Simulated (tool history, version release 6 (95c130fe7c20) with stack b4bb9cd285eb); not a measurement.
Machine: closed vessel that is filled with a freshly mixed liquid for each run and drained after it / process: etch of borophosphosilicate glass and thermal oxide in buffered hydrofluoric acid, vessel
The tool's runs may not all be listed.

run	hour	temperature setpoint of the liquid (°C)	parts of 40 % ammonium fluoride to one part of 49 % hydrofluoric acid (parts by volume)	time in the liquid (s)	thickness taken off the borophosphosilicate glass on a monitor wafer (angstrom)	thickness taken off the thermal oxide on a monitor wafer (angstrom)
1	0.0	23.0	8.0	60	1148.1	844.42
2	2.7	26.0	8.0	60	1352.4	988.53
3	5.1	24.0	8.0	60	1204.1	877.26
4	11.2	22.5	8.0	60	1115.6	815.20
5	13.7	21.0	8.0	60	1034.8	760.23
6	18.0	21.0	6.5	60	1303.5	934.62

The next listed run, before its measurement:
# hour 22.2: hydrofluoric acid flow meter replaced
7	22.2	20.0	6.5	60	?	?

{"run 7": {"thickness taken off the borophosphosilicate glass on a monitor wafer (angstrom)": 1286.3, "thickness taken off the thermal oxide on a monitor wafer (angstrom)": 938.51}}
